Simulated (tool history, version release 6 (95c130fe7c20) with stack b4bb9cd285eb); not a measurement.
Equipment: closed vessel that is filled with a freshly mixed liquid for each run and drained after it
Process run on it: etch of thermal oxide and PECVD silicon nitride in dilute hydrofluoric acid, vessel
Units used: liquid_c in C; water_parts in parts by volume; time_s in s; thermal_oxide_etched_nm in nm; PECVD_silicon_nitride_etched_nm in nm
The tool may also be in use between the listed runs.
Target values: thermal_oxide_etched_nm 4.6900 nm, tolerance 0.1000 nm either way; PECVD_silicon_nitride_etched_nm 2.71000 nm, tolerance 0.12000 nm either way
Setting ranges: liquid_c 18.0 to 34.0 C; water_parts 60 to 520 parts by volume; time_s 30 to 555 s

run    day  liquid_c  water_parts  time_s  thermal_oxide_etched_nm  PECVD_silicon_nitride_etched_nm
  1  0.000      26.0          290     285                   3.7557                          2.10380
  2  0.279      26.0          360     285                   2.8048                          1.69750
  3  0.508      26.0          450     285                   2.0563                          1.35900
  4  0.671      26.0          450     195                   1.4222                          0.95944
  5  0.912      26.0          450     270                   1.9400                          1.28390
  6  1.000      26.0          450     360                   2.6236                          1.69530
  7  1.296      26.5          405     355                   3.0256                          1.91370
  8  1.412      27.0          370     355                   3.4631                          2.24180
  9  1.492      24.5          255     345                   5.0656                          2.61690
 10  1.671      25.0          265     345                   4.8720                          2.60880

Pick the move, out of 5, that brings all results within their allowed miss; only one does.
  A  1.850      24.0          355     505                        ?                                ?
  B  1.850      23.5          255     335                        ?                                ?
  C  1.850      21.5          260     375                        ?                                ?
  D  1.850      22.0          250     385                        ?                                ?
  E  1.850      25.5          290     345                        ?                                ?

move  thermal_oxide_etched_nm  PECVD_silicon_nitride_etched_nm
   A                   4.7339                          2.74400
   B                   4.7315                          2.44890
   C                   4.8074                          2.37190
   D                   5.2787                          2.61180
   E                   4.4367                          2.50890
A: all results in spec
B: the worst result of the last run now meets its target, but another is out of spec
C: its largest miss is bigger than the last run's
D: its largest miss is bigger than the last run's
E: takes the biggest miss from the last run beyond its target
A is the move that brings every result within its allowed miss.

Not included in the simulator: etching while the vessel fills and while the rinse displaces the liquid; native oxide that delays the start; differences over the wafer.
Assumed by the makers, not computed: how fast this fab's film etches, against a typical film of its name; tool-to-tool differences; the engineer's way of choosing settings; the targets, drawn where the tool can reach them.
